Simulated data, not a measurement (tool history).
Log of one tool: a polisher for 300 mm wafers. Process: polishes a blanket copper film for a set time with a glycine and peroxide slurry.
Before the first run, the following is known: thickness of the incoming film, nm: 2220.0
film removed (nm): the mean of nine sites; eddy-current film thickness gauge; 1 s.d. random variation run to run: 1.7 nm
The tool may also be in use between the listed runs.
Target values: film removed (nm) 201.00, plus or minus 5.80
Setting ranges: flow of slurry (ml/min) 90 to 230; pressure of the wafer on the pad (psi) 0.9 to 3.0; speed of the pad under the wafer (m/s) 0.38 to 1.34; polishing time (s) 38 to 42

run  hour  flow of slurry (ml/min)  pressure of the wafer on the pad (psi)  speed of the pad under the wafer (m/s)  polishing time (s)  film removed (nm)
  1   0.0                      150                                     1.9                                    0.86                  42             135.65
  2   4.0                      160                                     2.2                                    0.86                  42             157.14
  3  10.2                      170                                     2.3                                    0.86                  42             165.34
  4  13.4                      180                                     2.4                                    0.86                  42             170.47
  5  14.7                      180                                     2.7                                    0.86                  42             189.01
  6  19.1                      185                                     2.7                                    0.86                  42             188.65
  7  20.0                      185                                     2.8                                    0.86                  42             192.07
  8  21.4                      190                                     2.8                                    0.86                  42             192.31

Which of these 5 next moves meets every target?
  A  22.8                      180                                     3.0                                    0.86                  38                  ?
  B  22.8                      175                                     2.8                                    0.92                  42                  ?
  C  22.8                      200                                     2.2                                    1.22                  42                  ?
  D  22.8                      190                                     2.8                                    0.88                  39                  ?
  E  22.8                      200                                     2.9                                    0.84                  39                  ?

move  film removed (nm)
   A             181.51
   B             199.47
   C             210.45
   D             180.96
   E             180.62
A: misses by more than the last run did
B: each result inside its tolerance
C: moves the result that the last run missed by most past its target, out the other side
D: misses by more than the last run did
E: misses by more than the last run did
Move B is the one to make.
